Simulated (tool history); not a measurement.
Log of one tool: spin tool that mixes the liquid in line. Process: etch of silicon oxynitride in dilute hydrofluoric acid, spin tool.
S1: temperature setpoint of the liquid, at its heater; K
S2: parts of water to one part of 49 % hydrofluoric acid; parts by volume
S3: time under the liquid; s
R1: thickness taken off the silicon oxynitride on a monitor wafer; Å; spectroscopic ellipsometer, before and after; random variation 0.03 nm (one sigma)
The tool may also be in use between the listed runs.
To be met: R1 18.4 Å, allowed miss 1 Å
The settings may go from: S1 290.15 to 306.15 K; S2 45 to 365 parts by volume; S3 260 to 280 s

| run | hour | S1 | S2 | S3 | R1 |
|---|---|---|---|---|---|
| 1 | 0 | 298.15 | 205 | 260 | 32.281 |
| 2 | 9 | 297.65 | 210 | 260 | 29.903 |
| 3 | 9.9 | 297.15 | 215 | 260 | 28.482 |
| 4 | 18 | 300.15 | 215 | 260 | 32.533 |
| 5 | 19 | 300.15 | 215 | 280 | 35.851 |
| 6 | 26.7 | 300.15 | 155 | 280 | 51.952 |
| 7 | 34.9 | 299.15 | 170 | 280 | 44.293 |
| 8 | 43 | 298.15 | 180 | 280 | 39.814 |
| 9 | 50.8 | 298.15 | 180 | 280 | 40.939 |
| 10 | 57 | 297.65 | 190 | 280 | 37.031 |
| 11 | 59.4 | 297.15 | 200 | 280 | 33.687 |
| 12 | 68.5 | 296.65 | 205 | 280 | 32.956 |
| 13 | 72.1 | 296.15 | 210 | 280 | 30.506 |
| 14 | 80.5 | 295.65 | 215 | 280 | 28.997 |

4 next moves are on the table. One of them brings every result within its allowed miss. Which?
| A | 88.9 | 295.15 | 265 | 260 | ? |
| B | 88.9 | 293.15 | 240 | 265 | ? |
| C | 88.9 | 290.15 | 235 | 260 | ? |
| D | 88.9 | 291.15 | 220 | 270 | ? |

| move | R1 |
|---|---|
| A | 20.009 |
| B | 20.922 |
| C | 18.297 |
| D | 21.462 |
A: nearer than the last run, and not there yet
B: nearer than the last run, and not there yet
C: meets every target
D: nearer than the last run, and not there yet
Answer: C
